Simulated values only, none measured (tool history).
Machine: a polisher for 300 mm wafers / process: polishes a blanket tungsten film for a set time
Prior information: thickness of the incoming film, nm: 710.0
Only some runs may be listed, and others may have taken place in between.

run,hour,flow of slurry (ml/min),pressure of the wafer on the pad (kPa),speed of the pad under the wafer (m/s),abrasive content of the slurry,polishing time (s),film removed (Å)
1,0.0,140,31.0,1.22,1.00,47,2790.6
2,6.3,140,26.9,1.20,1.00,47,2441.3
3,12.2,155,26.9,1.20,1.00,47,2422.4
4,17.8,155,24.1,1.16,1.00,47,2136.4
5,24.9,180,24.1,1.16,1.00,47,2173.2
6,25.6,180,24.1,1.16,1.15,47,2287.8
7,28.0,180,22.1,1.12,1.15,47,2017.7
8,30.5,180,20.0,1.10,1.15,47,1822.1
9,39.5,180,18.6,1.10,1.15,47,1714.7
10,41.0,180,17.9,1.10,1.15,47,1671.4
11,42.2,180,17.9,1.10,1.15,47,1643.0

Expected results for the next run?
12,45.9,175,17.2,1.10,1.15,47,?

Run 12 yielded film removed (Å) 1571.2.

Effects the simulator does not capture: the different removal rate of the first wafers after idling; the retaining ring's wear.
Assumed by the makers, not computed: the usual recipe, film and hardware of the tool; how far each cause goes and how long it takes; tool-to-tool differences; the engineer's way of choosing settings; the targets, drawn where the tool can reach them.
